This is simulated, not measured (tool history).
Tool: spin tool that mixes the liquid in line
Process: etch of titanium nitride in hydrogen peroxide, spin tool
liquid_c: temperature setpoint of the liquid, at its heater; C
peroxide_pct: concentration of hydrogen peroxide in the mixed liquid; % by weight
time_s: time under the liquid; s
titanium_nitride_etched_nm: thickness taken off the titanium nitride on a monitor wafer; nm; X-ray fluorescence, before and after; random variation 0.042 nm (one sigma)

run 1 hour=0.0 | liquid_c=51.0 peroxide_pct=26 time_s=180 | titanium_nitride_etched_nm=13.228
run 2 hour=5.4 | liquid_c=57.0 peroxide_pct=26 time_s=180 | titanium_nitride_etched_nm=20.011
run 3 hour=7.4 | liquid_c=64.0 peroxide_pct=26 time_s=180 | titanium_nitride_etched_nm=32.678
run 4 hour=10.0 | liquid_c=66.0 peroxide_pct=26 time_s=180 | titanium_nitride_etched_nm=37.208
run 5 hour=17.8 | liquid_c=66.0 peroxide_pct=26 time_s=180 | titanium_nitride_etched_nm=37.128
run 6 hour=22.8 | liquid_c=66.0 peroxide_pct=30 time_s=180 | titanium_nitride_etched_nm=37.807
run 7 hour=26.9 | liquid_c=59.0 peroxide_pct=30 time_s=180 | titanium_nitride_etched_nm=23.749

Run 8 comes next. What will it give?
run 8 hour=30.0 | liquid_c=53.5 peroxide_pct=30 time_s=180 | titanium_nitride_etched_nm=?

Run 8 gave titanium_nitride_etched_nm 16.452 nm.
